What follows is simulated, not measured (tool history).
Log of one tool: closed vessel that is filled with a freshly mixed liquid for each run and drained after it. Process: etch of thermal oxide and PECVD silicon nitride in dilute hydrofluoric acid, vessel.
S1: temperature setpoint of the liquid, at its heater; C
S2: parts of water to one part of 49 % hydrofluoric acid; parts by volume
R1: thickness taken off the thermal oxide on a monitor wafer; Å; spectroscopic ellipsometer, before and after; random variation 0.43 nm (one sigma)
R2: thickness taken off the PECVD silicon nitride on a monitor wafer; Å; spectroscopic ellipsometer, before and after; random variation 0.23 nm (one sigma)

run 1 day=0 | S1=21 S2=120 time_in_the_liquid_(s)=770 | R1=239.61 R2=139.47
run 2 day=0.104 | S1=21 S2=85 time_in_the_liquid_(s)=770 | R1=354.59 R2=192
run 3 day=0.442 | S1=21 S2=55 time_in_the_liquid_(s)=770 | R1=563.92 R2=294.13
run 4 day=0.721 | S1=21 S2=30 time_in_the_liquid_(s)=770 | R1=1070.5 R2=536.35
run 5 day=0.954 | S1=21.5 S2=35 time_in_the_liquid_(s)=775 | R1=952.54 R2=476.33
run 6 day=1.308 | S1=24.5 S2=35 time_in_the_liquid_(s)=775 | R1=1070.4 R2=587.64
run 7 day=1.429 | S1=24 S2=40 time_in_the_liquid_(s)=785 | R1=906.98 R2=498.1
run 8 day=1.767 | S1=24 S2=45 time_in_the_liquid_(s)=790 | R1=828.55 R2=452.97
run 9 day=2.058 | S1=24 S2=50 time_in_the_liquid_(s)=795 | R1=750 R2=414.49
run 10 day=2.162 | S1=24 S2=55 time_in_the_liquid_(s)=800 | R1=674.66 R2=376.67
run 11 day=2.512 | S1=24 S2=60 time_in_the_liquid_(s)=805 | R1=616.35 R2=351.06

Run 12 comes next. What will it give?
run 12 day=2.638 | S1=24 S2=60 time_in_the_liquid_(s)=810 | R1=? R2=?

Run 12 gave R1 628.67 Å, R2 346.32 Å.

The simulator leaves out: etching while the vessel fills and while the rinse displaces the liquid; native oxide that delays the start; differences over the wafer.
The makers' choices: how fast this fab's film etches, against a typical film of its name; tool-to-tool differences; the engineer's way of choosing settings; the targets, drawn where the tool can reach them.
